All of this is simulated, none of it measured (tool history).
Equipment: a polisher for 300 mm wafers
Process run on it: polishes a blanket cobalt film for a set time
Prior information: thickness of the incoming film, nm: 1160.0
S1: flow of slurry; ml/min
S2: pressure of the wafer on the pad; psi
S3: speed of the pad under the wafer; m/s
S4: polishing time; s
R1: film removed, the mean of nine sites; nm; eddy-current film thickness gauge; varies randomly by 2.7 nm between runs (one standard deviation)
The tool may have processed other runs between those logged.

Run 1, hour 0.0: S1 320 ml/min, S2 2.1 psi, S3 1.26 m/s, S4 89 s. Result: R1 573.61 nm.
Run 2, hour 3.4: S1 320 ml/min, S2 2.4 psi, S3 1.26 m/s, S4 89 s. Result: R1 638.70 nm.
Run 3, hour 11.6: S1 320 ml/min, S2 2.4 psi, S3 1.26 m/s, S4 93 s. Result: R1 678.64 nm.
Run 4, hour 18.9: S1 320 ml/min, S2 2.4 psi, S3 1.26 m/s, S4 89 s. Result: R1 628.70 nm.
Run 5, hour 25.8: S1 360 ml/min, S2 2.4 psi, S3 1.26 m/s, S4 89 s. Result: R1 639.58 nm.
Run 6, hour 32.9: S1 360 ml/min, S2 2.2 psi, S3 1.18 m/s, S4 89 s. Result: R1 570.70 nm.
At hour 38.9: slurry nozzle cleaned.
Run 7, hour 38.9: S1 350 ml/min, S2 2.0 psi, S3 1.10 m/s, S4 89 s. Result: R1 487.54 nm.
Run 8, hour 47.3: S1 350 ml/min, S2 1.9 psi, S3 1.04 m/s, S4 89 s. Result: R1 444.02 nm.
Run 9, hour 48.7: S1 350 ml/min, S2 1.8 psi, S3 1.00 m/s, S4 89 s. Result: R1 397.71 nm.
Run 10, hour 57.4: S1 345 ml/min, S2 1.7 psi, S3 0.98 m/s, S4 89 s. Result: R1 370.32 nm.
Run 11, hour 63.4: S1 340 ml/min, S2 1.6 psi, S3 0.96 m/s, S4 89 s. Result: R1 338.35 nm.

Run 12 is up next; what results do you expect?
Run 12, hour 64.4: S1 330 ml/min, S2 1.5 psi, S3 0.96 m/s, S4 89 s. Result: R1 ?.

Run 12 measured R1 319.04 nm.
